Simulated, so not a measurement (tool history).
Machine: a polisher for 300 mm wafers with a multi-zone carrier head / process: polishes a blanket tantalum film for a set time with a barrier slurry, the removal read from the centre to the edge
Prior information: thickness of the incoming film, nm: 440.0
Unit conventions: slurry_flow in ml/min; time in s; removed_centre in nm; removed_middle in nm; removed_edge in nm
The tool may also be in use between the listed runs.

Run 1, hour 0: slurry_flow 295 ml/min, centre_zone 1, middle_zone 1, edge_zone 1, slurry_solids 1, time 36 s. Result: removed_centre 60.884 nm, removed_middle 57.59 nm, removed_edge 59.33 nm.
Run 2, hour 8.4: slurry_flow 295 ml/min, centre_zone 1, middle_zone 0.92, edge_zone 1, slurry_solids 1, time 36 s. Result: removed_centre 59.724 nm, removed_middle 53.941 nm, removed_edge 60.948 nm.
Run 3, hour 9.8: slurry_flow 290 ml/min, centre_zone 0.97, middle_zone 0.94, edge_zone 0.98, slurry_solids 0.85, time 33 s. Result: removed_centre 51.07 nm, removed_middle 47.105 nm, removed_edge 50.481 nm.
Run 4, hour 10.5: slurry_flow 285 ml/min, centre_zone 0.93, middle_zone 0.94, edge_zone 0.98, slurry_solids 0.75, time 32 s. Result: removed_centre 45.579 nm, removed_middle 43.314 nm, removed_edge 47.908 nm.
Run 5, hour 14: slurry_flow 285 ml/min, centre_zone 0.93, middle_zone 0.94, edge_zone 0.98, slurry_solids 0.85, time 32 s. Result: removed_centre 47.184 nm, removed_middle 47.043 nm, removed_edge 49.849 nm.
Run 6, hour 20.8: slurry_flow 285 ml/min, centre_zone 0.91, middle_zone 0.94, edge_zone 0.96, slurry_solids 0.75, time 31 s. Result: removed_centre 43.119 nm, removed_middle 42.649 nm, removed_edge 44.329 nm.
Run 7, hour 24: slurry_flow 280 ml/min, centre_zone 0.88, middle_zone 0.93, edge_zone 0.94, slurry_solids 0.7, time 31 s. Result: removed_centre 39.674 nm, removed_middle 40.161 nm, removed_edge 43.162 nm.
Run 8, hour 32.3: slurry_flow 280 ml/min, centre_zone 0.87, middle_zone 0.94, edge_zone 0.91, slurry_solids 0.65, time 31 s. Result: removed_centre 38.257 nm, removed_middle 39.695 nm, removed_edge 41.252 nm.
Run 9, hour 40: slurry_flow 280 ml/min, centre_zone 0.86, middle_zone 0.94, edge_zone 0.89, slurry_solids 0.6, time 31 s. Result: removed_centre 35.896 nm, removed_middle 38.066 nm, removed_edge 39.583 nm.

Predict the results of run 10:
Run 10, hour 42.5: slurry_flow 280 ml/min, centre_zone 0.87, middle_zone 0.94, edge_zone 0.87, slurry_solids 0.55, time 31 s. Result: removed_centre ?, removed_middle ?, removed_edge ?.

Logged for run 10: removed_centre 34.668 nm, removed_middle 36.558 nm, removed_edge 37.171 nm.
